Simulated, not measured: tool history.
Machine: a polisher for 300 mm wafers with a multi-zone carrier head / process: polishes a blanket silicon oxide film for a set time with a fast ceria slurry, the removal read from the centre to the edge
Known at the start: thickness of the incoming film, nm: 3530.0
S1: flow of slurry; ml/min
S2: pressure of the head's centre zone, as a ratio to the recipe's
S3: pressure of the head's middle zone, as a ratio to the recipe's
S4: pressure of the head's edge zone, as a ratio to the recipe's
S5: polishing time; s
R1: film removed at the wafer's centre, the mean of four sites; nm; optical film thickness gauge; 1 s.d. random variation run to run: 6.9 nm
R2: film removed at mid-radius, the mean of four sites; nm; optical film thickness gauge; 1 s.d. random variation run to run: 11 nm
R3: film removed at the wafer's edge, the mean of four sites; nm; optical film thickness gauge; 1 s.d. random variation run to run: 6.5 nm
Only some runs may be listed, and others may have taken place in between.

run 1 hour=0 | S1=235 S2=1 S3=1 S4=1 S5=39 | R1=670.57 R2=693.37 R3=701.11
run 2 hour=5.7 | S1=240 S2=1 S3=1.01 S4=1.02 S5=40 | R1=701.86 R2=730.25 R3=716.26
run 3 hour=8.8 | S1=240 S2=0.99 S3=1.01 S4=1.03 S5=41 | R1=708.33 R2=734.7 R3=740.13
run 4 hour=11.9 | S1=240 S2=0.99 S3=0.96 S4=1.03 S5=41 | R1=725.24 R2=725.81 R3=726.1
run 5 hour=18 | S1=235 S2=1 S3=0.98 S4=1.05 S5=42 | R1=728.8 R2=729.61 R3=755.94
run 6 hour=19.5 | S1=240 S2=1 S3=1 S4=1.06 S5=43 | R1=756.43 R2=775.32 R3=783.52
run 7 hour=23.8 | S1=240 S2=1 S3=1.01 S4=1.07 S5=43 | R1=753.28 R2=776.53 R3=777.68

Run 8, settings as shown, results not yet in. Your forecast:
run 8 hour=25 | S1=235 S2=1 S3=1.01 S4=1.07 S5=44 | R1=? R2=? R3=?

Run 8 gave R1 772.61 nm, R2 785.89 nm, R3 804.23 nm.
